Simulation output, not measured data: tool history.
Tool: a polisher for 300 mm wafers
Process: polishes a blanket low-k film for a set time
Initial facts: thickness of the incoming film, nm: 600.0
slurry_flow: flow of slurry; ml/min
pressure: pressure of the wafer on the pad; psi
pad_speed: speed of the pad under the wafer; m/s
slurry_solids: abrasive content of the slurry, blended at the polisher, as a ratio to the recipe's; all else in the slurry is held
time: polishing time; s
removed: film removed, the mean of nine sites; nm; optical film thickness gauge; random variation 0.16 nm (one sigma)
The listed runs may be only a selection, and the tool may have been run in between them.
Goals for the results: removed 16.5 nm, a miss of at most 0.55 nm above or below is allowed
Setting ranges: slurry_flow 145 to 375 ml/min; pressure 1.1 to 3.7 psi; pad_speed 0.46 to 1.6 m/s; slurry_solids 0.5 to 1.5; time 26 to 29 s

run 1 hour=0 | slurry_flow=240 pressure=2.4 pad_speed=1.02 slurry_solids=1 time=29 | removed=12.78
run 2 hour=3.7 | slurry_flow=240 pressure=2.4 pad_speed=0.92 slurry_solids=1 time=29 | removed=11.694
run 3 hour=4.8 | slurry_flow=240 pressure=2.6 pad_speed=0.92 slurry_solids=1 time=29 | removed=12.65
run 4 hour=12.7 | slurry_flow=240 pressure=2.8 pad_speed=0.92 slurry_solids=1 time=29 | removed=13.664
run 5 hour=19.1 | slurry_flow=240 pressure=2.9 pad_speed=0.92 slurry_solids=1 time=29 | removed=14.097
run 6 hour=22.1 | slurry_flow=240 pressure=3 pad_speed=0.92 slurry_solids=1 time=29 | removed=14.529
run 7 hour=24.6 | slurry_flow=240 pressure=3.1 pad_speed=0.92 slurry_solids=1 time=29 | removed=15.097
run 8 hour=28.9 | slurry_flow=240 pressure=3.2 pad_speed=0.92 slurry_solids=1 time=29 | removed=15.485

Which one of the following 4 next-run settings gets every result inside its allowed miss? There is exactly one.
run A hour=33.2 | slurry_flow=255 pressure=3.2 pad_speed=0.9 slurry_solids=1 time=26 | removed=?
run B hour=33.2 | slurry_flow=205 pressure=3.6 pad_speed=0.82 slurry_solids=0.95 time=28 | removed=?
run C hour=33.2 | slurry_flow=295 pressure=3.2 pad_speed=1.04 slurry_solids=0.85 time=27 | removed=?
run D hour=33.2 | slurry_flow=255 pressure=3.5 pad_speed=0.96 slurry_solids=1.05 time=27 | removed=?

move=A removed=13.607
move=B removed=14.721
move=C removed=15.093
move=D removed=16.446
A: moves away from the targets compared with the last run
B: moves away from the targets compared with the last run
C: moves away from the targets compared with the last run
D: each result inside its tolerance
D is the move that brings every result within its allowed miss.
